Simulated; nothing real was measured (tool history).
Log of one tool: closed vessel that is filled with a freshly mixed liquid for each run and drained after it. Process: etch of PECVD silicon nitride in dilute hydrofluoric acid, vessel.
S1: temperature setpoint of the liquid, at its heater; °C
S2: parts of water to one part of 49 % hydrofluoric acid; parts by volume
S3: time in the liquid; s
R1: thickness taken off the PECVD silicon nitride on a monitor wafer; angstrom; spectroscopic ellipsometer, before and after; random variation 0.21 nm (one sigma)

run,hour,S1,S2,S3,R1
1,0,26,145,970,410.27
2,0.6,25,145,970,377.86
3,3.6,24.5,145,970,363.18
4,12.1,24.5,145,1040,393.11
5,15,24,145,1040,380.47
6,17.6,24,145,970,355.2
7,24.7,23.5,145,970,345.99

Run 8 comes next. What will it give?
8,27.7,23,145,970,?

Run 8 gave R1 332.91 angstrom.
